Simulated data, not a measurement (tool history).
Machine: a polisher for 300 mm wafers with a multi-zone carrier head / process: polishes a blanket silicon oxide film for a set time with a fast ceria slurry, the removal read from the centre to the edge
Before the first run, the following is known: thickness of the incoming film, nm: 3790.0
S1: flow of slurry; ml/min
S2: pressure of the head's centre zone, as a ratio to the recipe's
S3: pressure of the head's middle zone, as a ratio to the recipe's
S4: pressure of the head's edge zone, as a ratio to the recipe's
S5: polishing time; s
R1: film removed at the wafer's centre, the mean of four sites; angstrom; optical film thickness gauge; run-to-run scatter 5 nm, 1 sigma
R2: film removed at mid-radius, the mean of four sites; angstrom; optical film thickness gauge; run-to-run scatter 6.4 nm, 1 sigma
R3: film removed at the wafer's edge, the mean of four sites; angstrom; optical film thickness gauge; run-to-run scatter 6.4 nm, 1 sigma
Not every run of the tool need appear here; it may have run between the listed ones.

{"run": 1, "hour": 0.0, "S1": 305, "S2": 1.0, "S3": 1.0, "S4": 1.0, "S5": 41, "R1": 6337.5, "R2": 6641.9, "R3": 6407.1}
{"run": 2, "hour": 7.5, "S1": 300, "S2": 1.0, "S3": 0.96, "S4": 0.99, "S5": 40, "R1": 6265.6, "R2": 6129.1, "R3": 6158.9}
{"run": 3, "hour": 10.3, "S1": 330, "S2": 1.0, "S3": 0.96, "S4": 0.99, "S5": 40, "R1": 6279.3, "R2": 6115.4, "R3": 6228.2}
{"run": 4, "hour": 17.7, "S1": 330, "S2": 0.98, "S3": 0.94, "S4": 0.98, "S5": 40, "R1": 6217.7, "R2": 6103.7, "R3": 6289.8}
{"run": 5, "hour": 19.6, "S1": 330, "S2": 0.98, "S3": 0.94, "S4": 0.98, "S5": 31, "R1": 4752.1, "R2": 4734.0, "R3": 4861.3}
{"run": 6, "hour": 22.9, "S1": 330, "S2": 1.05, "S3": 0.94, "S4": 0.98, "S5": 31, "R1": 5160.7, "R2": 4630.5, "R3": 4859.5}
{"run": 7, "hour": 28.3, "S1": 335, "S2": 1.05, "S3": 0.95, "S4": 1.02, "S5": 32, "R1": 5322.5, "R2": 4929.7, "R3": 5129.7}
{"run": 8, "hour": 30.2, "S1": 345, "S2": 1.06, "S3": 0.94, "S4": 1.05, "S5": 32, "R1": 5285.2, "R2": 4885.0, "R3": 5078.1}

Run 9 is up next; what results do you expect?
{"run": 9, "hour": 36.1, "S1": 345, "S2": 1.05, "S3": 0.92, "S4": 1.07, "S5": 33, "R1": "?", "R2": "?", "R3": "?"}

Run 9 came out at R1 5437.9 angstrom, R2 4921.7 angstrom, R3 5373.6 angstrom.
